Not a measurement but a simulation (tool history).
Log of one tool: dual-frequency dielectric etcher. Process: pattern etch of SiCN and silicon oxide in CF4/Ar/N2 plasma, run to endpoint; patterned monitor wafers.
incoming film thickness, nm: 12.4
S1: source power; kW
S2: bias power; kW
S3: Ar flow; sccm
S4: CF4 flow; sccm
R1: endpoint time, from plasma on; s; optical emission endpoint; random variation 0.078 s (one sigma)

Run 1, hour 0.0: S1 0.470 kW, S2 0.070 kW, S3 92 sccm, S4 69 sccm. Result: R1 14.184 s.
Run 2, hour 4.8: S1 0.470 kW, S2 0.070 kW, S3 92 sccm, S4 63 sccm. Result: R1 14.404 s.
Run 3, hour 11.1: S1 0.410 kW, S2 0.070 kW, S3 92 sccm, S4 63 sccm. Result: R1 16.134 s.
Run 4, hour 12.1: S1 0.400 kW, S2 0.070 kW, S3 92 sccm, S4 63 sccm. Result: R1 16.259 s.
Run 5, hour 17.0: S1 0.400 kW, S2 0.070 kW, S3 82 sccm, S4 63 sccm. Result: R1 16.024 s.
Run 6, hour 24.0: S1 0.400 kW, S2 0.070 kW, S3 82 sccm, S4 68 sccm. Result: R1 15.812 s.

The next listed run, before its measurement:
Run 7, hour 24.8: S1 0.380 kW, S2 0.070 kW, S3 82 sccm, S4 68 sccm. Result: R1 ?.

Run 7 gave R1 16.613 s.
